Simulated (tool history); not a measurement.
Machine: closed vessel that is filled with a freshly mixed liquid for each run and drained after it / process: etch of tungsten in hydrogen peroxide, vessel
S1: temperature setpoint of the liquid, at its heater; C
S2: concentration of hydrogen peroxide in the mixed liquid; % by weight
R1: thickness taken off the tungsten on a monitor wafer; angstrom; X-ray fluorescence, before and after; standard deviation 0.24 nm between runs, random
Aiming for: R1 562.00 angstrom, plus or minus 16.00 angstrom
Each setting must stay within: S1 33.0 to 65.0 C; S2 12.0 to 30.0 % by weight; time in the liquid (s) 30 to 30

{"run": 1, "day": 0.0, "S1": 49.0, "S2": 21.0, "time in the liquid (s)": 30, "R1": 923.05}
{"run": 2, "day": 0.275, "S1": 49.0, "S2": 24.5, "time in the liquid (s)": 30, "R1": 998.9}
{"run": 3, "day": 0.512, "S1": 51.5, "S2": 24.5, "time in the liquid (s)": 30, "R1": 1164.9}
{"run": 4, "day": 0.608, "S1": 50.0, "S2": 24.5, "time in the liquid (s)": 30, "R1": 1063.7}
{"run": 5, "day": 0.954, "S1": 49.0, "S2": 24.5, "time in the liquid (s)": 30, "R1": 987.34}
{"run": 6, "day": 1.088, "S1": 49.0, "S2": 24.5, "time in the liquid (s)": 30, "R1": 992.2}
{"run": 7, "day": 1.304, "S1": 48.0, "S2": 24.5, "time in the liquid (s)": 30, "R1": 936.11}
{"run": 8, "day": 1.467, "S1": 47.0, "S2": 24.5, "time in the liquid (s)": 30, "R1": 882.25}
{"run": 9, "day": 1.604, "S1": 46.0, "S2": 24.5, "time in the liquid (s)": 30, "R1": 827.35}
{"run": 10, "day": 1.904, "S1": 38.5, "S2": 24.5, "time in the liquid (s)": 30, "R1": 509.89}
{"run": 11, "day": 2.204, "S1": 39.5, "S2": 24.5, "time in the liquid (s)": 30, "R1": 543.43}

Exercise: of the 5 proposed moves below, exactly one satisfies all targets within the stated allowed misses. Which move is it?
{"run": "A", "day": 2.504, "S1": 41.5, "S2": 22.5, "time in the liquid (s)": 30, "R1": "?"}
{"run": "B", "day": 2.504, "S1": 40.5, "S2": 26.0, "time in the liquid (s)": 30, "R1": "?"}
{"run": "C", "day": 2.504, "S1": 41.0, "S2": 25.5, "time in the liquid (s)": 30, "R1": "?"}
{"run": "D", "day": 2.504, "S1": 42.5, "S2": 19.5, "time in the liquid (s)": 30, "R1": "?"}
{"run": "E", "day": 2.504, "S1": 39.5, "S2": 26.5, "time in the liquid (s)": 30, "R1": "?"}

move=A R1=598.58
move=B R1=603.16
move=C R1=616.99
move=D R1=594.23
move=E R1=570.56
A: carries the result that was furthest off beyond its target, to the other side
B: carries the result that was furthest off beyond its target, to the other side
C: carries the result that was furthest off beyond its target, to the other side
D: carries the result that was furthest off beyond its target, to the other side
E: every result within its allowed miss
Correct choice: E, which meets every target

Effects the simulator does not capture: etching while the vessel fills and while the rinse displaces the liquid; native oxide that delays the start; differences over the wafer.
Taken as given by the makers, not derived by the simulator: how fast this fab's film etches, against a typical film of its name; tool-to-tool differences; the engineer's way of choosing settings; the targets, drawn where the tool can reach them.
